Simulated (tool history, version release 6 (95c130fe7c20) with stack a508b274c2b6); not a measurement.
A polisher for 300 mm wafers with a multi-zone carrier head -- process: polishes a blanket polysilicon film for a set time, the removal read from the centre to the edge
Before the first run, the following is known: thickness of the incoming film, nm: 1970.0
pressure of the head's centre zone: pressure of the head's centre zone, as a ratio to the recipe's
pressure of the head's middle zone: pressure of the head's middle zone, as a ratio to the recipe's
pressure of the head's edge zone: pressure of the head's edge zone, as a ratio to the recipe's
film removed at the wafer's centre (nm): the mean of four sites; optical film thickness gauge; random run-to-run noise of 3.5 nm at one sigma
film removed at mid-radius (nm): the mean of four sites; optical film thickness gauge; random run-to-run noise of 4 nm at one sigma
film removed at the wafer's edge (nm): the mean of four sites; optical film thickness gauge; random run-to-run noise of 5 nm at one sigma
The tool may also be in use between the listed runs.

| run | hour | flow of slurry (ml/min) | pressure of the head's centre zone | pressure of the head's middle zone | pressure of the head's edge zone | polishing time (s) | film removed at the wafer's centre (nm) | film removed at mid-radius (nm) | film removed at the wafer's edge (nm) |
|---|---|---|---|---|---|---|---|---|---|
| 1 | 0 | 290 | 1 | 1 | 1 | 50 | 288.76 | 294.58 | 298.26 |
| 2 | 2.2 | 290 | 1 | 1 | 1 | 62 | 353.07 | 362.83 | 358.95 |
| 3 | 5.5 | 315 | 1 | 1 | 1 | 62 | 362.69 | 368.8 | 362 |
| 4 | 6.1 | 275 | 1 | 1 | 1 | 62 | 356.64 | 369.09 | 363.28 |
| 5 | 12.4 | 275 | 1 | 1.04 | 1 | 62 | 352.82 | 373.01 | 360.23 |
| 6 | 19.5 | 270 | 1 | 1.01 | 1.02 | 62 | 354.3 | 364.31 | 375.55 |

The next listed run, before its measurement:
|  | 26.8 | slurry nozzle cleaned |
| 7 | 26.8 | 265 | 1 | 0.99 | 1.02 | 62 | ? | ? | ? |

film removed at the wafer's centre (nm): 371.83
film removed at mid-radius (nm): 371.74
film removed at the wafer's edge (nm): 378.84
